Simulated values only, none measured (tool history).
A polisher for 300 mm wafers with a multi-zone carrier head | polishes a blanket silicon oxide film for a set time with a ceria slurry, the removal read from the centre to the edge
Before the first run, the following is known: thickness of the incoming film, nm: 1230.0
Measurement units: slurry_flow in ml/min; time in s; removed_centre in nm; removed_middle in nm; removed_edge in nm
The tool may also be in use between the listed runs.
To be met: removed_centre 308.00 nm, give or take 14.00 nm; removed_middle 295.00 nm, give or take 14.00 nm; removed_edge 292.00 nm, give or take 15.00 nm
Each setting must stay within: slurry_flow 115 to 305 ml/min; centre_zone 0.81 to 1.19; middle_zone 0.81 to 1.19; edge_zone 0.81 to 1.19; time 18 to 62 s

Run 1, day 0.000: slurry_flow 195 ml/min, centre_zone 1.00, middle_zone 1.00, edge_zone 1.00, time 40 s. Result: removed_centre 200.08 nm, removed_middle 196.26 nm, removed_edge 202.56 nm.
Run 2, day 0.129: slurry_flow 200 ml/min, centre_zone 1.02, middle_zone 1.02, edge_zone 1.02, time 43 s. Result: removed_centre 217.38 nm, removed_middle 217.41 nm, removed_edge 222.26 nm.
Run 3, day 0.192: slurry_flow 205 ml/min, centre_zone 1.05, middle_zone 1.03, edge_zone 1.03, time 45 s. Result: removed_centre 237.21 nm, removed_middle 231.68 nm, removed_edge 226.88 nm.
Run 4, day 0.425: slurry_flow 175 ml/min, centre_zone 1.05, middle_zone 1.03, edge_zone 1.03, time 45 s. Result: removed_centre 227.93 nm, removed_middle 222.86 nm, removed_edge 230.66 nm.
Run 5, day 0.596: slurry_flow 180 ml/min, centre_zone 1.06, middle_zone 1.04, edge_zone 1.04, time 47 s. Result: removed_centre 244.17 nm, removed_middle 238.45 nm, removed_edge 240.24 nm.
Run 6, day 0.804: slurry_flow 205 ml/min, centre_zone 1.06, middle_zone 1.04, edge_zone 1.04, time 47 s. Result: removed_centre 244.54 nm, removed_middle 240.36 nm, removed_edge 242.06 nm.
Run 7, day 0.954: slurry_flow 205 ml/min, centre_zone 1.07, middle_zone 1.04, edge_zone 1.04, time 49 s. Result: removed_centre 263.07 nm, removed_middle 254.60 nm, removed_edge 252.64 nm.
Run 8, day 1.075: slurry_flow 205 ml/min, centre_zone 1.08, middle_zone 1.04, edge_zone 1.05, time 50 s. Result: removed_centre 278.21 nm, removed_middle 258.03 nm, removed_edge 269.30 nm.

Of the 4 settings listed for the next run, only one would bring every result within its allowed miss of target. Which one?
Run A, day 1.196: slurry_flow 210 ml/min, centre_zone 1.11, middle_zone 0.96, edge_zone 1.07, time 54 s. Result: removed_centre ?, removed_middle ?, removed_edge ?.
Run B, day 1.196: slurry_flow 225 ml/min, centre_zone 1.09, middle_zone 1.08, edge_zone 1.05, time 55 s. Result: removed_centre ?, removed_middle ?, removed_edge ?.
Run C, day 1.196: slurry_flow 145 ml/min, centre_zone 1.13, middle_zone 1.01, edge_zone 1.11, time 62 s. Result: removed_centre ?, removed_middle ?, removed_edge ?.
Run D, day 1.196: slurry_flow 185 ml/min, centre_zone 1.18, middle_zone 1.02, edge_zone 0.96, time 58 s. Result: removed_centre ?, removed_middle ?, removed_edge ?.

move  removed_centre  removed_middle  removed_edge
   A          301.45          266.80        287.08
   B          304.74          295.87        291.30
   C          329.20          297.58        320.97
   D          337.41          292.31        288.35
A: closer than the last run, but not yet in spec
B: meets every target
C: meets the target for the result that was furthest off, but another lies outside its allowed miss
D: meets the target for the result that was furthest off, but another lies outside its allowed miss
Go with B: it meets all targets.
